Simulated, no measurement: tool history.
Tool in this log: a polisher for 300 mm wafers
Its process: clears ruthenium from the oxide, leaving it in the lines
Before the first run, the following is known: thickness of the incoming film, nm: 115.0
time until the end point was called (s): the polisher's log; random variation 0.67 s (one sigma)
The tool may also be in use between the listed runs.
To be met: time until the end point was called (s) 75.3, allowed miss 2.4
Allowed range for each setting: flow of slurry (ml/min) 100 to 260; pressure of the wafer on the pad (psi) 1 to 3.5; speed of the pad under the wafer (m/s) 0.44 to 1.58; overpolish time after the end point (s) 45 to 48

| run | day | flow of slurry (ml/min) | pressure of the wafer on the pad (psi) | speed of the pad under the wafer (m/s) | overpolish time after the end point (s) | time until the end point was called (s) |
|---|---|---|---|---|---|---|
| 1 | 0 | 165 | 2.2 | 1 | 45 | 105.44 |
| 2 | 0.15 | 175 | 2.4 | 1 | 45 | 96.696 |
| 3 | 0.529 | 150 | 2.4 | 1 | 45 | 100.03 |
| 4 | 0.892 | 170 | 2.6 | 1 | 45 | 91.82 |
| 5 | 1.204 | 170 | 2.3 | 1 | 45 | 100.51 |
| 6 | 1.296 | 205 | 2.3 | 1 | 45 | 96.69 |
| 7 | 1.496 | 215 | 2.5 | 1 | 45 | 90.184 |
| 8 | 1.804 | 220 | 2.7 | 1 | 45 | 84.274 |
| 9 | 1.908 | 225 | 2.8 | 1 | 45 | 82.785 |
| 10 | 2.25 | 225 | 2.9 | 1 | 45 | 80.446 |
| 11 | 2.483 | 225 | 3 | 1 | 45 | 80.002 |

Pick the move, out of 5, that brings all results within their allowed miss; only one does.
| A | 2.717 | 255 | 2.5 | 1.12 | 48 | ? |
| B | 2.717 | 235 | 2.8 | 0.96 | 48 | ? |
| C | 2.717 | 230 | 3.1 | 0.9 | 47 | ? |
| D | 2.717 | 240 | 3.2 | 0.98 | 47 | ? |
| E | 2.717 | 230 | 2.8 | 1.02 | 45 | ? |

| move | time until the end point was called (s) |
|---|---|
| A | 80.21 |
| B | 83.362 |
| C | 80.828 |
| D | 73.529 |
| E | 79.807 |
A: neither nearer nor further off than the last run
B: further off than the last run
C: further off than the last run
D: every result within its allowed miss
E: neither nearer nor further off than the last run
Move D is the one to make.
